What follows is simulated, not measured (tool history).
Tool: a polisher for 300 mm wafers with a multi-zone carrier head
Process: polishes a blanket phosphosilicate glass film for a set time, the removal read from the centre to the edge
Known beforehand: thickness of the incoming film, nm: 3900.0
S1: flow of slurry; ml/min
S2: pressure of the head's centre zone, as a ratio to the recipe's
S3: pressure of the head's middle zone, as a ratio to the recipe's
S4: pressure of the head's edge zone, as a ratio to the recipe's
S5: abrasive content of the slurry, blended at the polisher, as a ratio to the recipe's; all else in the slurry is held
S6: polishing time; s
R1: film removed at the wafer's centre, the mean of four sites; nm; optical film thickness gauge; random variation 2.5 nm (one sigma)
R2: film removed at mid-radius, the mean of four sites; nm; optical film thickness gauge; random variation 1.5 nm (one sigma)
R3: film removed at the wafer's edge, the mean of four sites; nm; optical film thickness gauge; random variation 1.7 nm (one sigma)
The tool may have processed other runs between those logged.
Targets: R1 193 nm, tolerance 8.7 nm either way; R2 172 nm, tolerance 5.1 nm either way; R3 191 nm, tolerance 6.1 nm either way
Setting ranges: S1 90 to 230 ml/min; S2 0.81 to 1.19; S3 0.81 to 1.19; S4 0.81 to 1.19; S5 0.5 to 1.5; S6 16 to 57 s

run	hour	S1	S2	S3	S4	S5	S6	R1	R2	R3
1	0	150	1	1	1	1	36	302.67	314.17	318.5
2	0.7	145	1	0.96	0.97	0.9	34	267.23	260.68	275.08
3	9.6	140	0.99	0.94	0.94	0.8	34	237.01	231.77	247.32
4	13.2	170	0.99	0.94	0.94	0.8	34	247.93	241.95	251.24
5	20.1	170	1.02	0.94	0.94	0.8	34	255.94	241.97	251.28
6	25.2	140	1.02	0.94	0.94	0.8	34	241.13	236.13	251.34
7	27.4	145	1.01	0.91	0.91	0.75	34	235.07	218.6	230.12
8	33.8	140	0.99	0.89	0.9	0.75	34	223.32	209.79	230.31
9	41.6	130	1.02	0.86	0.83	0.5	32	131.24	115.04	123.95
10	44.8	130	1.02	0.86	0.83	0.5	32	126.84	116.12	126.05
11	52.1	130	1.02	0.86	0.83	0.5	32	129.98	115.81	125.28
12	57	170	1.12	0.96	0.93	0.75	33	252.4	226.35	228.87
13	64	155	1.1	0.94	0.92	0.75	33	248.87	219.19	225.31
14	71	145	1.08	0.92	0.91	0.75	33	238.34	211.09	224.96
15	78.3	135	1.07	0.91	0.89	0.75	33	236.04	208.07	219.08
16	83.8	135	1.07	0.91	0.89	0.75	33	232.07	207.28	220.65
17	87.2	130	1.05	0.89	0.87	0.75	33	227.4	201.16	219.08
18	89.9	125	1.04	0.88	0.86	0.75	33	224.69	196.17	215.74
19	92.4	125	1.03	0.88	0.85	0.75	33	216.5	200.46	215.68
20	100.4	105	1.04	0.82	0.81	0.55	33	151.75	127.03	142.71

4 next moves are on the table. One of them brings every result within its allowed miss. Which?
A	108.4	90	0.93	0.87	0.84	0.65	36	?	?	?
B	108.4	120	1.01	0.85	0.84	0.65	34	?	?	?
C	108.4	120	1.07	0.84	0.81	0.65	32	?	?	?
D	108.4	160	1.19	1.17	0.81	0.55	38	?	?	?

move	R1	R2	R3
A	170.04	171.67	189.71
B	188.33	169.93	187.56
C	187.84	158.35	174.19
D	214.06	212.23	173.21
A: brings the result that was furthest off to its target, and leaves another outside
B: all results in spec
C: closer than the last run, but not yet in spec
D: the result that was furthest off in the last run now lies on the other side of its target
Go with B: it meets all targets.
